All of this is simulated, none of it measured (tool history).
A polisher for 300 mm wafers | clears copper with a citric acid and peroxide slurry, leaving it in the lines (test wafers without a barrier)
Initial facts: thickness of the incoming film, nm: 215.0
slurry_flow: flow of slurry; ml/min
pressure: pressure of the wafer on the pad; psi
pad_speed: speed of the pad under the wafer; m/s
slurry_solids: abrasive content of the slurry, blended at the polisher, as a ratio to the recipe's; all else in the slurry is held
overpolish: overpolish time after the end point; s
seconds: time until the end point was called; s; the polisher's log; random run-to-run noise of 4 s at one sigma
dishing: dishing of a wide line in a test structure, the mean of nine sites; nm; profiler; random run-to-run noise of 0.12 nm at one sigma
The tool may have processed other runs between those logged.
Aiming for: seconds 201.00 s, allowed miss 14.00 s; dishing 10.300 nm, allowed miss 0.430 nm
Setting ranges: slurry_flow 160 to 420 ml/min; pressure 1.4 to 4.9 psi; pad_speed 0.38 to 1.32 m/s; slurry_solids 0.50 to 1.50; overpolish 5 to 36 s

| run | hour | slurry_flow | pressure | pad_speed | slurry_solids | overpolish | seconds | dishing |
|---|---|---|---|---|---|---|---|---|
| 1 | 0.0 | 270 | 3.1 | 0.84 | 1.00 | 18 | 100.88 | 31.036 |
| 2 | 7.1 | 270 | 3.1 | 0.84 | 1.00 | 22 | 100.32 | 38.794 |
| 3 | 14.2 | 265 | 3.0 | 0.78 | 1.00 | 20 | 107.70 | 31.602 |
| 4 | 15.4 | 265 | 3.0 | 0.78 | 1.00 | 13 | 108.95 | 21.250 |
| 5 | 17.1 | 265 | 3.0 | 0.70 | 1.00 | 13 | 122.98 | 19.561 |
| 6 | 22.2 | 235 | 3.0 | 0.70 | 1.00 | 13 | 125.29 | 18.725 |
| 7 | 24.6 | 235 | 2.8 | 0.70 | 1.00 | 13 | 130.66 | 18.212 |
| 8 | 28.5 | 235 | 2.6 | 0.68 | 1.00 | 13 | 148.48 | 16.640 |

Which one of the following 4 next-run settings gets every result inside its allowed miss? There is exactly one.
| A | 32.4 | 305 | 2.5 | 0.44 | 0.80 | 13 | ? | ? |
| B | 32.4 | 280 | 2.1 | 0.58 | 1.00 | 11 | ? | ? |
| C | 32.4 | 245 | 2.8 | 0.38 | 1.05 | 13 | ? | ? |
| D | 32.4 | 160 | 2.5 | 0.42 | 1.20 | 13 | ? | ? |

| move | seconds | dishing |
|---|---|---|
| A | 237.48 | 10.560 |
| B | 206.66 | 10.250 |
| C | 236.88 | 10.602 |
| D | 244.67 | 10.259 |
A: puts the biggest miss on target and leaves a different result outside tolerance
B: all results land within tolerance of their targets
C: puts the biggest miss on target and leaves a different result outside tolerance
D: puts the biggest miss on target and leaves a different result outside tolerance
B meets every target.
